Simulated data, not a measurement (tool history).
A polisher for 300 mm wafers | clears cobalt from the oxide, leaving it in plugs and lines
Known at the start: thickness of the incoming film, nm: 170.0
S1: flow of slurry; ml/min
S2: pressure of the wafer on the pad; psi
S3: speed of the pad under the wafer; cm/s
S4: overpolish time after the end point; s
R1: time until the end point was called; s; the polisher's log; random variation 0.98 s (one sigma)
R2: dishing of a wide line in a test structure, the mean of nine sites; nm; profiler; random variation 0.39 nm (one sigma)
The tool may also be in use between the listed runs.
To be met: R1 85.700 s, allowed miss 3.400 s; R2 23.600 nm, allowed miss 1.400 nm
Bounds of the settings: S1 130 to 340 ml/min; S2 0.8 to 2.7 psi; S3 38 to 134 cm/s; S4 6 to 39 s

run	hour	S1	S2	S3	S4	R1	R2
1	0.0	220	1.7	86	20	52.990	33.522
2	1.6	220	1.5	86	19	59.351	31.802
3	2.2	220	1.8	86	19	51.512	35.122
4	8.1	220	1.8	72	19	59.680	32.390
5	14.5	220	1.6	72	18	65.054	28.751
6	18.3	220	1.6	82	18	59.410	29.845
7	20.3	220	1.4	82	18	67.577	27.146
8	27.7	220	1.3	82	18	72.958	27.133
9	32.8	220	1.3	82	18	74.096	26.923
10	39.4	220	1.3	82	18	71.689	26.952
11	47.0	220	1.2	82	18	79.357	25.051

4 next moves are on the table. One of them brings every result within its allowed miss. Which?
A	54.6	130	1.3	82	14	?	?
B	54.6	265	1.4	66	17	?	?
C	54.6	230	1.2	74	18	?	?
D	54.6	200	1.1	92	16	?	?

move	R1	R2
A	78.646	20.925
B	77.461	24.502
C	83.355	24.227
D	77.179	23.492
A: further off than the last run
B: further off than the last run
C: meets every target
D: further off than the last run
Move C is the one to make.

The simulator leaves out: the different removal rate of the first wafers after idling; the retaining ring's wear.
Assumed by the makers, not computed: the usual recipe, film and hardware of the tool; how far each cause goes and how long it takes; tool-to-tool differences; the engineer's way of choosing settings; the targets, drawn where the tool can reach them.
